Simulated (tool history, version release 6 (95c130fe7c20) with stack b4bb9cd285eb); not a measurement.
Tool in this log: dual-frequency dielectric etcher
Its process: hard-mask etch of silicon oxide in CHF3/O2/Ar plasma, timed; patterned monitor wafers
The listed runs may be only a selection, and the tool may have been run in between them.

run	hour	source power (W)	bias power (W)	etch time (s)	mean etch depth across the wafer (Å)
1	0.0	790	203	30.0	718.22
2	6.5	790	203	30.0	718.59
3	14.9	720	203	30.0	699.52
4	17.9	790	208	30.0	724.01
5	26.3	840	211	30.0	739.35
6	34.0	840	211	31.5	779.77

Forecast run 7:
7	40.9	840	211	31.5	?

mean etch depth across the wafer (Å): 782.74
